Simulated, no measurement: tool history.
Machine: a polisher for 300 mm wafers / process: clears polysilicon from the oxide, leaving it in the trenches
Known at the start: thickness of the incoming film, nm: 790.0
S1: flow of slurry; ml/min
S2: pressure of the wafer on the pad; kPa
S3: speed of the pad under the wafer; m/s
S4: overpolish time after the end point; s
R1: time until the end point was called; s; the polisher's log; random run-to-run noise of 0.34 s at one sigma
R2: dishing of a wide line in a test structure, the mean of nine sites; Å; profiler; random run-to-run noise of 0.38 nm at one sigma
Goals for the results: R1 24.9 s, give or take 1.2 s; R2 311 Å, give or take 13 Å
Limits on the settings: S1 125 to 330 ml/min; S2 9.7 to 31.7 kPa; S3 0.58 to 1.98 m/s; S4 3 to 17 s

run  hour   S1    S2    S3  S4      R1      R2
  1     0  210  20.7  1.28   9  41.009  318.48
  2   7.8  210  22.1  1.28   8  38.611  317.08
  3  14.7  210  23.4  1.28   7  36.857  311.66
  4  18.2  210  23.4  1.28   9  38.007  316.03
  5  21.5  265  23.4  1.28   9  37.316  319.17
  6  26.8  265  24.8   1.3   8  35.257  320.57
  7  33.1  255  26.2  1.32   7   34.31  315.87
  8  36.8  250  26.9  1.38   7  31.594  311.92
  9  44.9  250  27.6   1.4   7  30.457  318.72
 10  52.3  245  28.3  1.42   6  29.337   312.7
 11  60.8  245  31.7  1.44   5  27.059  317.74
 12  62.4  245  31.7  1.46   5  26.427  318.57
 13  71.2  250  31.7  1.54   3   24.98  291.81

Exercise: of the 5 proposed moves below, exactly one satisfies all targets within the stated allowed misses. Which move is it?
  A    80  215  29.6  1.46   3   ?   ?
  B    80  280  28.3  1.44   5   ?   ?
  C    80  240  31.7  1.76   4   ?   ?
  D    80  170  28.3  1.64   4   ?   ?
  E    80  250    31  1.56   5   ?   ?

move      R1      R2
   A  27.691  283.09
   B  28.492  306.55
   C  22.007  307.47
   D  26.465  301.56
   E  24.872  309.62
A: moves away from the targets compared with the last run
B: the worst result of the last run now meets its target, but another is out of spec
C: the worst result of the last run now meets its target, but another is out of spec
D: the worst result of the last run now meets its target, but another is out of spec
E: in spec on every target
Move E is the one to make.
